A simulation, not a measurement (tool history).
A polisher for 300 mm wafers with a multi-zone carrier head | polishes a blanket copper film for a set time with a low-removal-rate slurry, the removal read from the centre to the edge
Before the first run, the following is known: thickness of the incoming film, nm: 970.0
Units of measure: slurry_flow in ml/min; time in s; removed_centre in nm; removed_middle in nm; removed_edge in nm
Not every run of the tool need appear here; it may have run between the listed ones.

| run | hour | slurry_flow | centre_zone | middle_zone | edge_zone | slurry_solids | time | removed_centre | removed_middle | removed_edge |
|---|---|---|---|---|---|---|---|---|---|---|
| 1 | 0.0 | 255 | 1.00 | 1.00 | 1.00 | 1.00 | 33 | 86.729 | 86.387 | 84.446 |
| 2 | 0.8 | 255 | 1.00 | 1.00 | 0.94 | 1.00 | 33 | 89.049 | 85.573 | 81.557 |
| 3 | 4.4 | 255 | 1.00 | 1.00 | 0.94 | 1.00 | 27 | 71.636 | 69.988 | 65.772 |
| 4 | 8.8 | 255 | 1.00 | 0.96 | 0.94 | 1.00 | 27 | 70.556 | 68.001 | 66.443 |
| 5 | 11.9 | 255 | 1.00 | 0.90 | 0.94 | 1.00 | 27 | 70.364 | 65.758 | 66.260 |
| 6 | 14.8 | 240 | 1.01 | 0.88 | 0.94 | 0.90 | 25 | 64.036 | 56.611 | 59.538 |
| 7 | 19.9 | 235 | 1.00 | 0.87 | 0.92 | 0.85 | 24 | 60.996 | 52.677 | 56.953 |
| 8 | 26.0 | 245 | 0.99 | 0.88 | 0.90 | 0.80 | 22 | 53.662 | 48.292 | 49.619 |
| 9 | 29.1 | 240 | 0.98 | 0.87 | 0.89 | 0.75 | 22 | 52.158 | 46.466 | 48.537 |

Expected results for the next run?
| 10 | 36.4 | 240 | 0.97 | 0.86 | 0.88 | 0.70 | 22 | ? | ? | ? |

{"run 10": {"removed_centre": 51.923, "removed_middle": 46.053, "removed_edge": 47.371}}
